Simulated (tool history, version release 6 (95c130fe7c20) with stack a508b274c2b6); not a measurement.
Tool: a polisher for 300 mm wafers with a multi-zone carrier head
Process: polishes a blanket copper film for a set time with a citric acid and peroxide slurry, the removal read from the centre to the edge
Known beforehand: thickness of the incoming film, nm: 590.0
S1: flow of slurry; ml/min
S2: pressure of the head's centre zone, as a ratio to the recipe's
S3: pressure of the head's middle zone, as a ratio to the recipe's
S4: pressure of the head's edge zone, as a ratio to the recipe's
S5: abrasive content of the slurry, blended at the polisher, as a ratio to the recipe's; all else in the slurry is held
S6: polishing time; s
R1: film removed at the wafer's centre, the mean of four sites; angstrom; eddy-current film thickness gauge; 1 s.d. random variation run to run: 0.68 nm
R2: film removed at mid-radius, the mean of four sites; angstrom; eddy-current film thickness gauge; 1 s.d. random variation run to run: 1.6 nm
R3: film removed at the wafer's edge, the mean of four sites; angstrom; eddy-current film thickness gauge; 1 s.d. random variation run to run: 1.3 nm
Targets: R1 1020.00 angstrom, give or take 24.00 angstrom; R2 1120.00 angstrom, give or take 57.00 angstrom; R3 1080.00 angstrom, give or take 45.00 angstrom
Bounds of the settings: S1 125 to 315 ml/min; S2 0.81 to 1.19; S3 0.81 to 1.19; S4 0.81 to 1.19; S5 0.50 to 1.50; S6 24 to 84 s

run	hour	S1	S2	S3	S4	S5	S6	R1	R2	R3
1	0.0	205	1.00	1.00	1.00	1.00	54	1757.90	1824.30	1799.60
2	2.1	225	1.00	1.00	1.00	1.00	54	1788.70	1809.30	1853.80
3	6.4	210	0.98	0.98	0.97	0.90	51	1596.40	1651.80	1693.40
4	12.7	245	0.98	0.98	0.97	0.90	51	1644.40	1646.50	1712.30
5	18.8	245	0.98	1.02	0.97	0.90	51	1631.80	1699.90	1701.30
6	26.4	245	0.97	1.02	0.95	0.85	48	1499.50	1593.30	1588.10
7	30.3	245	0.97	1.02	0.95	0.85	48	1495.80	1598.20	1575.30
8	33.8	245	0.97	1.02	0.93	0.80	45	1395.70	1489.50	1411.20
9	36.6	240	0.95	1.00	0.91	0.75	44	1313.80	1414.70	1350.30
10	39.5	205	0.89	0.93	0.81	0.50	37	930.36	997.58	999.55
11	42.0	260	0.91	0.98	0.87	0.50	37	966.58	1083.00	1035.20
12	44.9	260	0.92	0.98	0.88	0.50	37	974.74	1042.90	1038.20
13	50.8	260	0.92	0.99	0.89	0.50	37	993.24	1114.70	1066.60

Of the 5 settings listed for the next run, only one would bring every result within its allowed miss of target. Which one?
A	56.7	260	0.90	0.97	0.83	0.50	39	?	?	?
B	56.7	235	0.92	1.11	0.92	0.70	34	?	?	?
C	56.7	290	1.00	1.10	0.85	0.50	34	?	?	?
D	56.7	295	0.90	0.93	0.93	0.50	37	?	?	?
E	56.7	265	0.88	0.97	0.88	0.55	37	?	?	?

move	R1	R2	R3
A	1019.70	1148.20	1077.70
B	964.60	1191.10	1045.40
C	1000.80	1124.50	955.15
D	979.83	1063.80	1086.70
E	966.34	1112.80	1071.70
A: in spec on every target
B: moves away from the targets compared with the last run
C: the worst result of the last run now meets its target, but another is out of spec
D: moves away from the targets compared with the last run
E: moves away from the targets compared with the last run
The move that meets every target is A.
